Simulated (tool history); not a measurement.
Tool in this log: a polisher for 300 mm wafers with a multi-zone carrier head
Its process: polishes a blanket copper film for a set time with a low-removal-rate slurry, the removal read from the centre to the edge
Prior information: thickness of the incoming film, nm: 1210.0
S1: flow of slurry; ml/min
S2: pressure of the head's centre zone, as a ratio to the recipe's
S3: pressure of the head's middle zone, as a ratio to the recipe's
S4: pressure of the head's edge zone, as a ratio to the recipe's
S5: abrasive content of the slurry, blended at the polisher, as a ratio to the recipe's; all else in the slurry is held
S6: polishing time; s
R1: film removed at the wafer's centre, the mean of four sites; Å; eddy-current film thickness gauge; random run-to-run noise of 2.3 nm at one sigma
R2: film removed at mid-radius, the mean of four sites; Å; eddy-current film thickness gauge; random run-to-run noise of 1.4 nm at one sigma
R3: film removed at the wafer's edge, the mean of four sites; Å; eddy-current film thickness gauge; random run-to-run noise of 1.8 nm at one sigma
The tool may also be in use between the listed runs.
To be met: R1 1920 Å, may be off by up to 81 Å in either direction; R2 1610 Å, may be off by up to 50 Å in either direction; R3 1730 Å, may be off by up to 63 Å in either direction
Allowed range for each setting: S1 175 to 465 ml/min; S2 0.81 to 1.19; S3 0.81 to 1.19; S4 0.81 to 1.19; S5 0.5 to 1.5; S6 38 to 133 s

| run | hour | S1 | S2 | S3 | S4 | S5 | S6 | R1 | R2 | R3 |
|---|---|---|---|---|---|---|---|---|---|---|
| 1 | 0 | 295 | 1 | 1 | 1 | 1 | 85 | 1482.1 | 1509.5 | 1495.6 |
| 2 | 4 | 295 | 1 | 0.93 | 1 | 1 | 85 | 1488.8 | 1450.5 | 1512.7 |
| 3 | 9.6 | 300 | 1.03 | 0.93 | 1.02 | 1.05 | 85 | 1561 | 1442.7 | 1531.4 |
| 4 | 17.1 | 305 | 1.04 | 0.94 | 1.03 | 1.1 | 85 | 1595.6 | 1478.1 | 1527.6 |
| 5 | 23.6 | 305 | 1.04 | 0.94 | 1.03 | 1.1 | 76 | 1413.1 | 1294.7 | 1350.9 |
| 6 | 30.8 | 305 | 1.08 | 0.94 | 1.03 | 1.1 | 76 | 1467.2 | 1313.9 | 1372.2 |
| 7 | 35.7 | 300 | 1.08 | 0.93 | 1.04 | 1.15 | 79 | 1521 | 1380.7 | 1452.9 |
| 8 | 42.7 | 300 | 1.08 | 0.93 | 1.04 | 1.15 | 79 | 1522.3 | 1364.6 | 1462.6 |
| 9 | 48.2 | 305 | 1.1 | 0.93 | 1.04 | 1.2 | 80 | 1572.3 | 1409.3 | 1483.2 |
| 10 | 56.4 | 310 | 1.12 | 0.92 | 1.05 | 1.25 | 81 | 1636 | 1431.6 | 1514.1 |

Which one of the following 4 next-run settings gets every result inside its allowed miss? There is exactly one.
| A | 64.6 | 230 | 0.89 | 1.07 | 1.09 | 1.4 | 95 | ? | ? | ? |
| B | 64.6 | 405 | 1.14 | 0.92 | 1.07 | 1.1 | 92 | ? | ? | ? |
| C | 64.6 | 285 | 0.99 | 1.02 | 1.12 | 1.2 | 74 | ? | ? | ? |
| D | 64.6 | 270 | 1.11 | 0.84 | 1.06 | 1.35 | 74 | ? | ? | ? |

| move | R1 | R2 | R3 |
|---|---|---|---|
| A | 1526.4 | 1788.5 | 1815.9 |
| B | 1921.3 | 1606.5 | 1738.1 |
| C | 1319 | 1347.9 | 1415.4 |
| D | 1503.8 | 1238 | 1409.8 |
A: the result that was furthest off in the last run now lies on the other side of its target
B: hits every target within its allowed miss
C: the biggest miss grows against the last run
D: the biggest miss grows against the last run
The move that meets every target is B.
